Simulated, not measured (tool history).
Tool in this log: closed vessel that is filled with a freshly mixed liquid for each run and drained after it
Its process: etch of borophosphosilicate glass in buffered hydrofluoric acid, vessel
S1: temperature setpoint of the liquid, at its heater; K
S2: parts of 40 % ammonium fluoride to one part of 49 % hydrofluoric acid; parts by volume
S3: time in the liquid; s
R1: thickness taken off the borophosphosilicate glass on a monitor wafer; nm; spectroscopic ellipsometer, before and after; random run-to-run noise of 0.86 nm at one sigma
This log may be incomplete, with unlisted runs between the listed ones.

{"run": 1, "hour": 0.0, "S1": 298.15, "S2": 18.0, "S3": 95, "R1": 79.971}
{"run": 2, "hour": 8.8, "S1": 300.15, "S2": 16.0, "S3": 95, "R1": 99.686}
{"run": 3, "hour": 13.5, "S1": 300.15, "S2": 19.5, "S3": 95, "R1": 81.382}
{"run": 4, "hour": 19.4, "S1": 300.15, "S2": 17.0, "S3": 95, "R1": 93.802}
{"run": 5, "hour": 20.1, "S1": 301.65, "S2": 15.5, "S3": 95, "R1": 111.87}
{"run": 6, "hour": 26.1, "S1": 301.65, "S2": 13.5, "S3": 95, "R1": 127.96}
{"run": 7, "hour": 26.6, "S1": 302.65, "S2": 13.5, "S3": 95, "R1": 135.34}
{"run": 8, "hour": 31.9, "S1": 303.15, "S2": 13.5, "S3": 95, "R1": 139.55}
{"run": 9, "hour": 40.7, "S1": 303.65, "S2": 13.5, "S3": 95, "R1": 142.79}

What will run 10 give?
{"run": 10, "hour": 48.0, "S1": 304.15, "S2": 13.5, "S3": 95, "R1": "?"}

{"run 10": {"R1": 147.21}}
